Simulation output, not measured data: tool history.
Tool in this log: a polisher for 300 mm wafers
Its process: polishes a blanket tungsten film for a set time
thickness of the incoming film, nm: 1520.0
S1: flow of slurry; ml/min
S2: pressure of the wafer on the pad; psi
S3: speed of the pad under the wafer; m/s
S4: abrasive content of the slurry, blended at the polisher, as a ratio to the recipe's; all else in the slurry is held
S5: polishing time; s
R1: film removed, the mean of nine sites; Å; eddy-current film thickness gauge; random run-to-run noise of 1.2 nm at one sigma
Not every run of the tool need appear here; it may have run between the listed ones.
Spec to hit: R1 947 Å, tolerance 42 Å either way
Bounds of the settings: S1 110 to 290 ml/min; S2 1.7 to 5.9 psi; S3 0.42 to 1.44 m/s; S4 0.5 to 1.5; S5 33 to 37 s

run,hour,S1,S2,S3,S4,S5,R1
1,0,185,3.8,0.92,1,37,1386.6
2,4.9,205,3.8,0.92,1,37,1386
3,11.7,205,3.4,0.92,1,37,1234.9
4,20,205,3.1,0.92,1,37,1161.7
5,25.7,175,3.1,0.92,1,37,1123.4
6,29.4,175,3.1,0.92,1,37,1122.7
7,31.4,175,2.9,0.92,1,37,1059.6
8,36.4,170,2.4,0.92,1,37,902.91

5 candidate next runs follow, results not yet known. Just one meets every target within its allowed miss. Identify it.
A,41.4,170,2.3,0.94,1,35,?
B,41.4,180,2.7,1.06,0.7,37,?
C,41.4,185,2.6,1.04,0.9,33,?
D,41.4,115,2.6,0.88,1.1,37,?
E,41.4,175,3,0.9,1,37,?

move,R1
A,841.31
B,1053.4
C,959.21
D,873.01
E,1080.3
A: its largest miss is bigger than the last run's
B: the result that was furthest off in the last run now lies on the other side of its target
C: each result inside its tolerance
D: its largest miss is bigger than the last run's
E: the result that was furthest off in the last run now lies on the other side of its target
The right move is C.
